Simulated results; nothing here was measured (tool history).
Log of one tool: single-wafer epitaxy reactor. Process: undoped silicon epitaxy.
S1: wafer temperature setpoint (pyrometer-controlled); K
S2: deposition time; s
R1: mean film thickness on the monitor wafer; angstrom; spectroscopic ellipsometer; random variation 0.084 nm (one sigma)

Run 1, hour 0: S1 903.15 K, S2 441 s. Result: R1 477.16 angstrom.
Run 2, hour 3: S1 911.15 K, S2 441 s. Result: R1 578.24 angstrom.
Run 3, hour 4.3: S1 911.15 K, S2 409 s. Result: R1 535.79 angstrom.
Run 4, hour 11.5: S1 906.15 K, S2 409 s. Result: R1 476.03 angstrom.
Run 5, hour 16.1: S1 906.15 K, S2 471 s. Result: R1 547.84 angstrom.
Run 6, hour 21.6: S1 906.15 K, S2 510 s. Result: R1 589.12 angstrom.
Run 7, hour 30.3: S1 900.15 K, S2 510 s. Result: R1 514.46 angstrom.
Run 8, hour 33.1: S1 896.15 K, S2 510 s. Result: R1 465.31 angstrom.
Run 9, hour 40.3: S1 896.15 K, S2 510 s. Result: R1 464.42 angstrom.

The next listed run, before its measurement:
Run 10, hour 45.8: S1 893.15 K, S2 510 s. Result: R1 ?.

Run 10 gave R1 432.52 angstrom.

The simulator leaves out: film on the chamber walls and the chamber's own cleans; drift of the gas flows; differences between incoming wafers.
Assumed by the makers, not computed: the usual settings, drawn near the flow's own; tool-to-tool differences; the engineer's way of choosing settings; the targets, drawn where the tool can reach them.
